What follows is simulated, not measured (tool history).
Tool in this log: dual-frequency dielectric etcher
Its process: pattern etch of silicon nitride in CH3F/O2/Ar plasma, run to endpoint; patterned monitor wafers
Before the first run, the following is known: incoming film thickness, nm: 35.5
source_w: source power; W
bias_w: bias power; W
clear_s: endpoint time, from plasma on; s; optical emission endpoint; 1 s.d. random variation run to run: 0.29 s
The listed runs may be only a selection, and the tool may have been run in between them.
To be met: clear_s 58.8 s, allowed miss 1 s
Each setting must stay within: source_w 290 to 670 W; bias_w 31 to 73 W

run    day  source_w  bias_w  clear_s
  1      0       480      52   53.217
  2   0.15       480      60   51.527
  3  0.362       480      57   52.454
  4  0.579       470      57   52.772
  5  0.654       470      50   54.732
  6  0.717       460      50   54.335
  7  0.888       450      50   55.069
  8  1.071       440      50   55.149
  9  1.396       440      50   55.908
 10  1.596       430      50   55.239
     1.658  -- bias power generator calibrated
 11  1.658       430      50   54.704
 12  1.958       430      49   55.232
 13  2.075       420      48   56.725
 14  2.279       410      48   56.441
 15  2.433       400      48   57.345

Of the 4 settings listed for the next run, only one would bring every result within its allowed miss of target. Which one?
  A  2.588       370      40        ?
  B  2.588       460      50        ?
  C  2.588       430      46        ?
  D  2.588       440      38        ?

move  clear_s
   A    60.97
   B   53.868
   C    56.23
   D   58.663
A: carries the result that was furthest off beyond its target, to the other side
B: lands further from the targets than the last run did
C: lands further from the targets than the last run did
D: all results in spec
D is the move that brings every result within its allowed miss.
